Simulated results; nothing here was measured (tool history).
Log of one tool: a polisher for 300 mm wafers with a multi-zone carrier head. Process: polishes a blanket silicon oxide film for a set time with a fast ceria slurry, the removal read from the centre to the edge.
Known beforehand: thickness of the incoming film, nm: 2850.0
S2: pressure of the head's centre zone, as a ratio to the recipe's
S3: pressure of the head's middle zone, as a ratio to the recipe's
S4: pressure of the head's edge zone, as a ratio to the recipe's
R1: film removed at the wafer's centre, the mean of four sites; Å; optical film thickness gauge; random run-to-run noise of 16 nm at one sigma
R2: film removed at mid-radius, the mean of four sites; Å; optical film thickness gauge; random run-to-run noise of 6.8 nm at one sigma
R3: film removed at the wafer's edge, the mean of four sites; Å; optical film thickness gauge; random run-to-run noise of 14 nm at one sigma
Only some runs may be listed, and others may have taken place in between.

Run 1, hour 0: flow of slurry (ml/min) 190, S2 1, S3 1, S4 1, polishing time (s) 60. Result: R1 8474.4 Å, R2 8426.3 Å, R3 8668 Å.
Run 2, hour 7.5: flow of slurry (ml/min) 200, S2 1.04, S3 0.98, S4 1.04, polishing time (s) 64. Result: R1 9571.9 Å, R2 8960.4 Å, R3 9506.3 Å.
Run 3, hour 8.9: flow of slurry (ml/min) 200, S2 1.04, S3 0.98, S4 0.99, polishing time (s) 64. Result: R1 9700 Å, R2 9024.8 Å, R3 9206.3 Å.
Run 4, hour 13.9: flow of slurry (ml/min) 205, S2 1.07, S3 0.96, S4 1.03, polishing time (s) 67. Result: R1 10391 Å, R2 9339.3 Å, R3 9862.7 Å.
Run 5, hour 16.2: flow of slurry (ml/min) 205, S2 1.07, S3 0.96, S4 1.03, polishing time (s) 55. Result: R1 8654.1 Å, R2 7639.4 Å, R3 8030 Å.
Run 6, hour 24.1: flow of slurry (ml/min) 205, S2 1.07, S3 1.02, S4 1.03, polishing time (s) 55. Result: R1 8527.6 Å, R2 7995.6 Å, R3 8111.5 Å.
Run 7, hour 27.2: flow of slurry (ml/min) 210, S2 1.1, S3 0.99, S4 1.07, polishing time (s) 60. Result: R1 9583.6 Å, R2 8551.6 Å, R3 8812 Å.
Run 8, hour 29.7: flow of slurry (ml/min) 190, S2 1.13, S3 0.89, S4 1.17, polishing time (s) 77. Result: R1 12492 Å, R2 9901.2 Å, R3 12224 Å.
Run 9, hour 30.6: flow of slurry (ml/min) 205, S2 1.14, S3 0.89, S4 1.17, polishing time (s) 77. Result: R1 12739 Å, R2 10010 Å, R3 12117 Å.
Run 10, hour 34.4: flow of slurry (ml/min) 210, S2 1.15, S3 0.89, S4 1.17, polishing time (s) 78. Result: R1 12876 Å, R2 10251 Å, R3 12177 Å.
Run 11, hour 42.2: flow of slurry (ml/min) 205, S2 1.16, S3 0.89, S4 1.17, polishing time (s) 79. Result: R1 13307 Å, R2 10446 Å, R3 12460 Å.

What will run 12 give?
Run 12, hour 48.3: flow of slurry (ml/min) 205, S2 1.17, S3 0.89, S4 1.17, polishing time (s) 79. Result: R1 ?, R2 ?, R3 ?.

R1: 13652 Å
R2: 10317 Å
R3: 12550 Å
